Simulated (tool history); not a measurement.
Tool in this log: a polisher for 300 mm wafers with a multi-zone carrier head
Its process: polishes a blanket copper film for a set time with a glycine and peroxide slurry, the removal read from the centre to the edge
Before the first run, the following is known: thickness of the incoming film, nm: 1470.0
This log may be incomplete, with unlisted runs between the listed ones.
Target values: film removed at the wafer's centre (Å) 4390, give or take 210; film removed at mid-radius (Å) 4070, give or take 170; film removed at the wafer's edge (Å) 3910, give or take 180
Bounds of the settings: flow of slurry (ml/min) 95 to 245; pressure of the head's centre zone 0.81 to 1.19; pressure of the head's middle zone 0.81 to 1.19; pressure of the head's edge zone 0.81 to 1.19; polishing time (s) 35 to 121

run	hour	flow of slurry (ml/min)	pressure of the head's centre zone	pressure of the head's middle zone	pressure of the head's edge zone	polishing time (s)	film removed at the wafer's centre (Å)	film removed at mid-radius (Å)	film removed at the wafer's edge (Å)
1	0	155	1	1	1	78	6140.8	6173.8	6247.4
2	5.8	155	1.01	1	0.98	74	5908.7	5849.3	5812.1
3	7.7	155	1.01	0.99	0.96	71	5699.2	5723	5540.1
4	9.1	155	1.01	1.07	0.96	71	5618.3	5989.4	5534.2
5	12.6	155	1.02	1.05	0.95	68	5629.4	5551.5	5247.1
6	21.6	150	1.02	1.04	0.94	66	5292.3	5369.4	5044.2
7	25.9	150	1.02	1.04	0.94	66	5329.2	5423.8	5083.6
8	34.6	140	1.05	0.96	0.85	46	3790.1	3529.2	3312.8
9	39.9	140	1.05	0.96	0.85	46	3644.8	3478.6	3319.5
10	41.2	150	1.05	0.96	0.86	46	3816.8	3542.3	3405.2
11	46.9	195	1.02	1.01	0.95	49	4112.3	4063.6	3890

Of the 4 settings listed for the next run, only one would bring every result within its allowed miss of target. Which one?
A	52.6	210	1.02	0.94	0.85	50	?	?	?
B	52.6	180	1.1	1.03	0.82	49	?	?	?
C	52.6	225	1.19	1.14	0.83	47	?	?	?
D	52.6	175	0.97	1.03	0.9	49	?	?	?

move	film removed at the wafer's centre (Å)	film removed at mid-radius (Å)	film removed at the wafer's edge (Å)
A	4264.1	4004	3892.1
B	4391.1	4135.1	3682.9
C	4738.1	4471.8	3636.4
D	3847.3	4117.3	3826.3
A: all results land within tolerance of their targets
B: gets the furthest-off result to its target, but another result is out of tolerance
C: carries the result that was furthest off beyond its target, to the other side
D: lands further from the targets than the last run did
Go with A: it meets all targets.
